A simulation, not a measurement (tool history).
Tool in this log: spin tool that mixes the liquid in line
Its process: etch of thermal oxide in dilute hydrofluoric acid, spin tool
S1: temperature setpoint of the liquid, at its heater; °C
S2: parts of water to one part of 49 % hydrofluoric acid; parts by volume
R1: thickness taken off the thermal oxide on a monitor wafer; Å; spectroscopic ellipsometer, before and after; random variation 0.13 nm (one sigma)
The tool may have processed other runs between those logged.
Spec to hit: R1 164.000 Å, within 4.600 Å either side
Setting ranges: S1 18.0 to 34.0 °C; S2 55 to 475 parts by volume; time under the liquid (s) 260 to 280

run 1 hour=0.0 | S1=26.0 S2=265 time_under_the_liquid_(s)=260 | R1=42.414
run 2 hour=2.9 | S1=26.0 S2=265 time_under_the_liquid_(s)=280 | R1=46.115
run 3 hour=5.3 | S1=27.0 S2=230 time_under_the_liquid_(s)=280 | R1=56.992
run 4 hour=10.2 | S1=24.5 S2=230 time_under_the_liquid_(s)=280 | R1=52.186
run 5 hour=16.4 | S1=26.0 S2=200 time_under_the_liquid_(s)=280 | R1=65.303
run 6 hour=20.1 | S1=27.0 S2=180 time_under_the_liquid_(s)=280 | R1=76.244
run 7 hour=26.2 | S1=28.0 S2=165 time_under_the_liquid_(s)=280 | R1=87.245
run 8 hour=26.7 | S1=29.0 S2=155 time_under_the_liquid_(s)=280 | R1=97.638
run 9 hour=27.4 | S1=30.0 S2=145 time_under_the_liquid_(s)=280 | R1=111.120
run 10 hour=29.4 | S1=30.5 S2=140 time_under_the_liquid_(s)=280 | R1=118.500
run 11 hour=34.4 | S1=34.0 S2=95 time_under_the_liquid_(s)=280 | R1=211.200
run 12 hour=40.2 | S1=33.5 S2=95 time_under_the_liquid_(s)=280 | R1=203.840
run 13 hour=43.1 | S1=33.0 S2=95 time_under_the_liquid_(s)=280 | R1=203.310
run 14 hour=49.2 | S1=32.5 S2=95 time_under_the_liquid_(s)=280 | R1=197.230
run 15 hour=50.3 | S1=32.0 S2=95 time_under_the_liquid_(s)=280 | R1=195.230
run 16 hour=57.5 | S1=32.0 S2=95 time_under_the_liquid_(s)=280 | R1=194.450
run 17 hour=63.9 | S1=31.5 S2=95 time_under_the_liquid_(s)=280 | R1=190.900
run 18 hour=71.5 | S1=31.0 S2=95 time_under_the_liquid_(s)=280 | R1=189.380
run 19 hour=78.9 | S1=30.5 S2=95 time_under_the_liquid_(s)=280 | R1=182.710
run 20 hour=85.1 | S1=30.0 S2=95 time_under_the_liquid_(s)=280 | R1=180.480

5 next moves are on the table. One of them brings every result within its allowed miss. Which?
run A hour=91.3 | S1=27.5 S2=80 time_under_the_liquid_(s)=280 | R1=?
run B hour=91.3 | S1=29.5 S2=80 time_under_the_liquid_(s)=275 | R1=?
run C hour=91.3 | S1=29.5 S2=95 time_under_the_liquid_(s)=275 | R1=?
run D hour=91.3 | S1=25.0 S2=90 time_under_the_liquid_(s)=270 | R1=?
run E hour=91.3 | S1=33.0 S2=115 time_under_the_liquid_(s)=280 | R1=?

move=A R1=199.520
move=B R1=211.710
move=C R1=174.510
move=D R1=152.980
move=E R1=162.260
A: misses by more than the last run did
B: misses by more than the last run did
C: closer than the last run, but not yet in spec
D: pushes the last run's worst result past its target
E: in spec on every target
So the answer is move E, the one that meets all the targets.

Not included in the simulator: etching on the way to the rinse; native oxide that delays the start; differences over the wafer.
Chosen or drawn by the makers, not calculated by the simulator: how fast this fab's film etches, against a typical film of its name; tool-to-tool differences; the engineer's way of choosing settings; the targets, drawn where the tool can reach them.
